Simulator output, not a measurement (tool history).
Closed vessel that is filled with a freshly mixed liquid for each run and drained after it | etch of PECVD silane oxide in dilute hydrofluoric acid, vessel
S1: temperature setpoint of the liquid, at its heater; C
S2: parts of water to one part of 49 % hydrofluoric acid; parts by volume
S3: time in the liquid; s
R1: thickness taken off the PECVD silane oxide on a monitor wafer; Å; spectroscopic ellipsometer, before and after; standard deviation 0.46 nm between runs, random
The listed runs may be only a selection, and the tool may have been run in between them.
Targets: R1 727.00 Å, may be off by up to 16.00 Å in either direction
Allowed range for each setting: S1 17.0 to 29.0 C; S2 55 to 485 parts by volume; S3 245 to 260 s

{"run": 1, "hour": 0.0, "S1": 21.0, "S2": 270, "S3": 245, "R1": 173.29}
{"run": 2, "hour": 4.7, "S1": 19.0, "S2": 270, "S3": 245, "R1": 162.32}
{"run": 3, "hour": 9.2, "S1": 20.5, "S2": 240, "S3": 245, "R1": 198.76}
{"run": 4, "hour": 11.6, "S1": 20.5, "S2": 240, "S3": 260, "R1": 208.83}
{"run": 5, "hour": 15.2, "S1": 22.0, "S2": 210, "S3": 260, "R1": 263.31}
{"run": 6, "hour": 24.0, "S1": 23.0, "S2": 185, "S3": 260, "R1": 318.09}
{"run": 7, "hour": 26.0, "S1": 24.0, "S2": 170, "S3": 260, "R1": 360.16}
{"run": 8, "hour": 34.9, "S1": 24.5, "S2": 155, "S3": 260, "R1": 416.81}
{"run": 9, "hour": 37.6, "S1": 25.0, "S2": 145, "S3": 260, "R1": 455.08}
{"run": 10, "hour": 45.2, "S1": 25.5, "S2": 140, "S3": 260, "R1": 484.15}
{"run": 11, "hour": 47.9, "S1": 26.0, "S2": 135, "S3": 260, "R1": 513.6}
{"run": 12, "hour": 53.5, "S1": 26.0, "S2": 135, "S3": 260, "R1": 511.63}
{"run": 13, "hour": 57.7, "S1": 26.5, "S2": 130, "S3": 260, "R1": 546.16}
{"run": 14, "hour": 64.5, "S1": 27.0, "S2": 125, "S3": 260, "R1": 577.7}
{"run": 15, "hour": 69.2, "S1": 27.0, "S2": 125, "S3": 260, "R1": 588.55}
{"run": 16, "hour": 70.9, "S1": 27.0, "S2": 125, "S3": 260, "R1": 581.29}
{"run": 17, "hour": 79.4, "S1": 27.5, "S2": 125, "S3": 260, "R1": 606.44}
{"run": 18, "hour": 83.0, "S1": 27.5, "S2": 125, "S3": 260, "R1": 596.86}
{"run": 19, "hour": 90.1, "S1": 29.0, "S2": 90, "S3": 260, "R1": 914.96}
{"run": 20, "hour": 96.0, "S1": 28.5, "S2": 90, "S3": 260, "R1": 903.58}
{"run": 21, "hour": 102.8, "S1": 28.0, "S2": 90, "S3": 260, "R1": 890.76}
{"run": 22, "hour": 105.7, "S1": 27.0, "S2": 90, "S3": 260, "R1": 852.82}
{"run": 23, "hour": 108.5, "S1": 26.0, "S2": 90, "S3": 260, "R1": 820.24}
{"run": 24, "hour": 112.8, "S1": 26.0, "S2": 90, "S3": 260, "R1": 830.37}
{"run": 25, "hour": 115.2, "S1": 25.5, "S2": 90, "S3": 260, "R1": 800.27}
{"run": 26, "hour": 115.9, "S1": 25.0, "S2": 90, "S3": 260, "R1": 790.7}

Consider the 4 candidate settings below. Which is the only one whose results all fall within their allowed miss of target?
{"run": "A", "hour": 116.6, "S1": 25.0, "S2": 90, "S3": 255, "R1": "?"}
{"run": "B", "hour": 116.6, "S1": 29.0, "S2": 105, "S3": 245, "R1": "?"}
{"run": "C", "hour": 116.6, "S1": 26.0, "S2": 95, "S3": 260, "R1": "?"}
{"run": "D", "hour": 116.6, "S1": 25.5, "S2": 90, "S3": 250, "R1": "?"}

move=A R1=770.50
move=B R1=725.98
move=C R1=769.13
move=D R1=770.45
A: better than the last run, though not everything is in spec
B: every result lands within tolerance
C: better than the last run, though not everything is in spec
D: better than the last run, though not everything is in spec
Go with B: it meets all targets.

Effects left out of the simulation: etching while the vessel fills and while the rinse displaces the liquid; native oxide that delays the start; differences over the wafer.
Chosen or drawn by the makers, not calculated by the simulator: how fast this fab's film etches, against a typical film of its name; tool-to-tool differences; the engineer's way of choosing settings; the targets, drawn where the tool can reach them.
